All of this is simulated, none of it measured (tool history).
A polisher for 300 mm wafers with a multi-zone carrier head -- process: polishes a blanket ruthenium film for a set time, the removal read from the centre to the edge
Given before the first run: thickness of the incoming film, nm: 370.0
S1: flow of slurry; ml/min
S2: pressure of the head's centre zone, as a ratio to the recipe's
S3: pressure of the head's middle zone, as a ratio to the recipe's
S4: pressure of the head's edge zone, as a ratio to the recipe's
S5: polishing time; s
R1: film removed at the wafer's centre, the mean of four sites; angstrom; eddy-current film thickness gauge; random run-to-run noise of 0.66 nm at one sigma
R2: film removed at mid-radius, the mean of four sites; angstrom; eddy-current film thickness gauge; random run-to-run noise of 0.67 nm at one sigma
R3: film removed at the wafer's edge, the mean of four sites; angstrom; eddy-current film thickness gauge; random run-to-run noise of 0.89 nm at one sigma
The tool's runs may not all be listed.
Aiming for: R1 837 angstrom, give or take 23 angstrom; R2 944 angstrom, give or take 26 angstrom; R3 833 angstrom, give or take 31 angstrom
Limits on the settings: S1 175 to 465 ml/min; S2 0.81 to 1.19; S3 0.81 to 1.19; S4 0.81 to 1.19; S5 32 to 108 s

{"run": 1, "day": 0.0, "S1": 295, "S2": 1, "S3": 1, "S4": 1, "S5": 70, "R1": 1183.1, "R2": 1209, "R3": 1197}
{"run": 2, "day": 0.033, "S1": 295, "S2": 0.99, "S3": 1.01, "S4": 0.97, "S5": 66, "R1": 1086.9, "R2": 1155.5, "R3": 1141.1}
{"run": 3, "day": 0.258, "S1": 300, "S2": 1.01, "S3": 1.03, "S4": 0.95, "S5": 61, "R1": 1052.1, "R2": 1080.2, "R3": 1047.4}
{"run": 4, "day": 0.321, "S1": 300, "S2": 1.01, "S3": 1.03, "S4": 0.95, "S5": 75, "R1": 1282.8, "R2": 1329.6, "R3": 1297.9}
{"run": 5, "day": 0.588, "S1": 255, "S2": 1.01, "S3": 1.03, "S4": 0.95, "S5": 75, "R1": 1251, "R2": 1309.9, "R3": 1253.2}
{"run": 6, "day": 0.917, "S1": 240, "S2": 1.01, "S3": 1.04, "S4": 0.93, "S5": 70, "R1": 1163.7, "R2": 1241.2, "R3": 1157}
{"run": 7, "day": 1.229, "S1": 225, "S2": 1, "S3": 1.04, "S4": 0.92, "S5": 66, "R1": 1070, "R2": 1145.5, "R3": 1094.1}
{"run": 8, "day": 1.429, "S1": 225, "S2": 1, "S3": 1.06, "S4": 0.91, "S5": 62, "R1": 1004.3, "R2": 1095.4, "R3": 1023.2}
{"run": 9, "day": 1.671, "S1": 220, "S2": 1, "S3": 1.07, "S4": 0.89, "S5": 60, "R1": 973.76, "R2": 1041.7, "R3": 974.57}
{"run": 10, "day": 2.038, "S1": 215, "S2": 1, "S3": 1.09, "S4": 0.88, "S5": 58, "R1": 936.52, "R2": 1046.1, "R3": 931.07}
{"run": 11, "day": 2.071, "S1": 210, "S2": 0.97, "S3": 1.06, "S4": 0.81, "S5": 51, "R1": 796.41, "R2": 881.21, "R3": 778.28}
{"run": 12, "day": 2.379, "S1": 210, "S2": 0.97, "S3": 1.06, "S4": 0.81, "S5": 51, "R1": 795.33, "R2": 885.99, "R3": 793.58}
{"run": 13, "day": 2.696, "S1": 210, "S2": 0.97, "S3": 1.06, "S4": 0.81, "S5": 51, "R1": 807.75, "R2": 886.23, "R3": 793.27}
{"run": 14, "day": 3.042, "S1": 220, "S2": 0.97, "S3": 1.07, "S4": 0.82, "S5": 51, "R1": 803.47, "R2": 904.26, "R3": 811.26}
{"run": 15, "day": 3.221, "S1": 230, "S2": 0.97, "S3": 1.08, "S4": 0.82, "S5": 51, "R1": 791.83, "R2": 911.28, "R3": 818.58}
{"run": 16, "day": 3.542, "S1": 245, "S2": 1.03, "S3": 1.12, "S4": 0.84, "S5": 51, "R1": 865.01, "R2": 959.37, "R3": 823.59}

Of the 5 settings listed for the next run, only one would bring every result within its allowed miss of target. Which one?
{"run": "A", "day": 3.862, "S1": 240, "S2": 1, "S3": 1.11, "S4": 0.87, "S5": 51, "R1": "?", "R2": "?", "R3": "?"}
{"run": "B", "day": 3.862, "S1": 250, "S2": 1.07, "S3": 1.1, "S4": 0.84, "S5": 51, "R1": "?", "R2": "?", "R3": "?"}
{"run": "C", "day": 3.862, "S1": 235, "S2": 1.01, "S3": 1.16, "S4": 0.84, "S5": 52, "R1": "?", "R2": "?", "R3": "?"}
{"run": "D", "day": 3.862, "S1": 295, "S2": 0.96, "S3": 1.15, "S4": 0.88, "S5": 51, "R1": "?", "R2": "?", "R3": "?"}
{"run": "E", "day": 3.862, "S1": 255, "S2": 1.09, "S3": 1.17, "S4": 0.81, "S5": 51, "R1": "?", "R2": "?", "R3": "?"}

move=A R1=827.26 R2=938.73 R3=817.46
move=B R1=887.35 R2=936.34 R3=812.25
move=C R1=848.95 R2=991.15 R3=822.27
move=D R1=818.97 R2=992.75 R3=835.76
move=E R1=906.12 R2=989.85 R3=804.3
A: each result inside its tolerance
B: misses by more than the last run did
C: the worst result of the last run now meets its target, but another is out of spec
D: the worst result of the last run now meets its target, but another is out of spec
E: misses by more than the last run did
The right move is A.

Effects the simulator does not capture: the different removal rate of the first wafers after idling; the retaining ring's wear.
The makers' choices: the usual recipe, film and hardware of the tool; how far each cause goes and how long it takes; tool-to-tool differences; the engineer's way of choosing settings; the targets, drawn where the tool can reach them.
